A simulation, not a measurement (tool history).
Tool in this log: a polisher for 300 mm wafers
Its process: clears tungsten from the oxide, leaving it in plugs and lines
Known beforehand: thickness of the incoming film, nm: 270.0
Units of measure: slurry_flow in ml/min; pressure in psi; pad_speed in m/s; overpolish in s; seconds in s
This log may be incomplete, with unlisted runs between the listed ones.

run  hour  slurry_flow  pressure  pad_speed  slurry_solids  overpolish  seconds
  1   0.0          225       3.3       0.94            1.0           5   64.826
  2   7.5          225       3.5       0.94            1.0           5   60.773
  3  10.0          225       3.6       0.94            1.0           5   59.243
  4  11.2          225       3.7       0.94            1.0           5   59.090
  5  12.0          225       4.0       0.94            1.0           5   53.573
  6  13.8          225       4.0       0.94            1.1           5   52.570
  7  19.0          225       4.1       0.94            1.1           5   51.064

What does the tool deliver on the next run?
  8  20.2          225       4.2       0.94            1.1           5        ?

{"run 8": {"seconds": 49.237}}
